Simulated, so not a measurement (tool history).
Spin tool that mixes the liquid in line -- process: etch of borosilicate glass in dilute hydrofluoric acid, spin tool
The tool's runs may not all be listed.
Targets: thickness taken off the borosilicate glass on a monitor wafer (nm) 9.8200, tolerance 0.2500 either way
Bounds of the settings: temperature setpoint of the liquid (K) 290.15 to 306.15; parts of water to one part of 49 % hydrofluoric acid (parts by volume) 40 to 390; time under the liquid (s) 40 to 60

| run | day | temperature setpoint of the liquid (K) | parts of water to one part of 49 % hydrofluoric acid (parts by volume) | time under the liquid (s) | thickness taken off the borosilicate glass on a monitor wafer (nm) |
|---|---|---|---|---|---|
| 1 | 0.000 | 298.15 | 215 | 60 | 7.5521 |
| 2 | 0.246 | 298.15 | 215 | 40 | 4.9807 |
| 3 | 0.562 | 300.65 | 190 | 40 | 6.3910 |
| 4 | 0.725 | 300.65 | 225 | 40 | 5.2107 |
| 5 | 0.821 | 300.65 | 225 | 40 | 5.2319 |
| 6 | 0.979 | 298.65 | 225 | 40 | 4.8536 |
| 7 | 1.038 | 300.65 | 200 | 40 | 6.0663 |
| 8 | 1.329 | 301.15 | 175 | 40 | 7.1165 |
| 9 | 1.596 | 301.65 | 160 | 40 | 8.2755 |
| 10 | 1.933 | 302.65 | 155 | 40 | 8.8907 |
| 11 | 2.029 | 302.65 | 155 | 40 | 8.8813 |

4 next moves are on the table. One of them brings every result within its allowed miss. Which?
| A | 2.125 | 305.15 | 190 | 50 | ? |
| B | 2.125 | 303.65 | 155 | 40 | ? |
| C | 2.125 | 303.15 | 200 | 60 | ? |
| D | 2.125 | 305.65 | 160 | 40 | ? |

| move | thickness taken off the borosilicate glass on a monitor wafer (nm) |
|---|---|
| A | 9.3918 |
| B | 9.1500 |
| C | 9.8713 |
| D | 9.4465 |
A: closes in on the targets versus the last run, not all within tolerance yet
B: closes in on the targets versus the last run, not all within tolerance yet
C: every result within its allowed miss
D: closes in on the targets versus the last run, not all within tolerance yet
C is the move that brings every result within its allowed miss.
